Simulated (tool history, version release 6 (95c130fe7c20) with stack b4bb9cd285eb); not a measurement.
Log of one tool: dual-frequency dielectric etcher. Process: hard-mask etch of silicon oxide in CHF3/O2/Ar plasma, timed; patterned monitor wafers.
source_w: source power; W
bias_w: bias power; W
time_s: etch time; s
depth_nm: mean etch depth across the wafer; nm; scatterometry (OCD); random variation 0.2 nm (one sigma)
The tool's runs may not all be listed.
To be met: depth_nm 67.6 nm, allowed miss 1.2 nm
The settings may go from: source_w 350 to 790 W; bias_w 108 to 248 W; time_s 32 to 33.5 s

{"run": 1, "hour": 0.0, "source_w": 570, "bias_w": 178, "time_s": 32, "depth_nm": 59.447}
{"run": 2, "hour": 8.2, "source_w": 570, "bias_w": 178, "time_s": 32, "depth_nm": 59.636}
{"run": 3, "hour": 14.2, "source_w": 570, "bias_w": 154, "time_s": 32, "depth_nm": 56.494}
{"run": 4, "hour": 19.5, "source_w": 520, "bias_w": 154, "time_s": 32, "depth_nm": 53.996}
{"run": 5, "hour": 27.4, "source_w": 520, "bias_w": 141, "time_s": 32, "depth_nm": 52.388}
{"run": 6, "hour": 35.4, "source_w": 520, "bias_w": 162, "time_s": 32, "depth_nm": 55.01}
{"run": 7, "hour": 37.1, "source_w": 580, "bias_w": 165, "time_s": 32, "depth_nm": 58.004}
{"run": 8, "hour": 45.2, "source_w": 630, "bias_w": 167, "time_s": 32, "depth_nm": 60.925}
{"run": 9, "hour": 48.2, "source_w": 630, "bias_w": 167, "time_s": 32, "depth_nm": 60.98}
{"run": 10, "hour": 54.7, "source_w": 660, "bias_w": 168, "time_s": 32, "depth_nm": 62.847}
{"run": 11, "hour": 63.5, "source_w": 680, "bias_w": 169, "time_s": 32, "depth_nm": 63.562}
{"run": 12, "hour": 65.4, "source_w": 700, "bias_w": 170, "time_s": 32, "depth_nm": 64.622}

5 next moves are on the table. One of them brings every result within its allowed miss. Which?
{"run": "A", "hour": 67.3, "source_w": 700, "bias_w": 162, "time_s": 32.5, "depth_nm": "?"}
{"run": "B", "hour": 67.3, "source_w": 740, "bias_w": 166, "time_s": 32, "depth_nm": "?"}
{"run": "C", "hour": 67.3, "source_w": 670, "bias_w": 179, "time_s": 33.5, "depth_nm": "?"}
{"run": "D", "hour": 67.3, "source_w": 640, "bias_w": 179, "time_s": 33, "depth_nm": "?"}
{"run": "E", "hour": 67.3, "source_w": 700, "bias_w": 151, "time_s": 33.5, "depth_nm": "?"}

move=A depth_nm=64.718
move=B depth_nm=65.971
move=C depth_nm=67.615
move=D depth_nm=65.154
move=E depth_nm=65.138
A: as far off as the last run
B: nearer than the last run, and not there yet
C: meets every target
D: nearer than the last run, and not there yet
E: nearer than the last run, and not there yet
Answer: C
